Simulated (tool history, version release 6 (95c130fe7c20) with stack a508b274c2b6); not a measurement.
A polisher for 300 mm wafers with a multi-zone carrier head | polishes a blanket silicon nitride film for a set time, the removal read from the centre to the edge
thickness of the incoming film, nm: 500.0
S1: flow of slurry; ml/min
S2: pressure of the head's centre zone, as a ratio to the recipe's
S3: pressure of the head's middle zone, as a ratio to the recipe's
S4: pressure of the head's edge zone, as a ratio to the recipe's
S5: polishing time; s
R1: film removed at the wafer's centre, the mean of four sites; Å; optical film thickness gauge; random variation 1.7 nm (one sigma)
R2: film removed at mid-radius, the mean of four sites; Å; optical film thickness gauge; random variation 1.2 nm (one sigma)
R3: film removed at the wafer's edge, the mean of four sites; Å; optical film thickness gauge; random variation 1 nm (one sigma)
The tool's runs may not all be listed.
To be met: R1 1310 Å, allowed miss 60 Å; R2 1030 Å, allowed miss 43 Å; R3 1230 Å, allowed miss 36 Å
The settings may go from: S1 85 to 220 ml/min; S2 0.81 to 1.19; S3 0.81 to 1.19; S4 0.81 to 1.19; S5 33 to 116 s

run    day   S1    S2    S3    S4  S5      R1      R2      R3
  1      0  140     1     1     1  74  810.79  794.75  817.89
  2  0.179  115     1     1     1  74  743.53  761.64   793.3
  3  0.521  115     1  0.94     1  74  745.06  726.06  798.52
  4   0.85  115     1  0.94     1  62  648.32  610.11  656.29
  5      1  115     1  0.94  1.08  62  619.63  590.03  691.57
  6   1.35  115     1  0.91  1.08  62  623.53  581.55  688.71
  7  1.488  135  1.05  0.92   1.1  70  781.97  711.32  813.46
  8  1.538  150  1.08  0.89  1.12  75  915.12  755.98  900.83
  9  1.746  160  1.09  0.89  1.14  79  973.51  819.02  965.24
 10  1.775  165  1.11  0.88  1.15  83    1026   843.4  1029.5
     1.979  -- slurry nozzle cleaned
 11  1.979  175  1.13  0.89  1.16  85  1185.2  944.01  1110.3
 12   2.05  180  1.13  0.88  1.17  86  1210.1  934.07  1143.1
 13  2.092  185  1.12  0.89  1.18  86    1219  990.25  1148.3
 14  2.396  190  1.12  0.88  1.18  87    1220  982.44  1166.5
 15  2.717  195  1.12  0.88  1.18  87  1205.9  985.84  1167.8
 16  2.779  200  1.13  0.88  1.18  88  1270.4  976.11    1177

5 next moves are on the table. One of them brings every result within its allowed miss. Which?
  A  2.842  175  1.09  0.83  1.19  89   ?   ?   ?
  B  2.842  205  1.19  0.85  1.16  85   ?   ?   ?
  C  2.842  220  1.19  0.95  1.08  88   ?   ?   ?
  D  2.842  215  1.19  0.86  1.14  87   ?   ?   ?
  E  2.842  185  1.12  0.87  1.16  93   ?   ?   ?

move      R1      R2      R3
   A    1222     942  1179.9
   B  1287.4  940.47  1133.3
   C  1348.5  1078.5  1140.2
   D  1327.7  978.52  1155.7
   E  1318.7  1032.7  1225.2
A: further off than the last run
B: further off than the last run
C: further off than the last run
D: further off than the last run
E: meets every target
The right move is E.
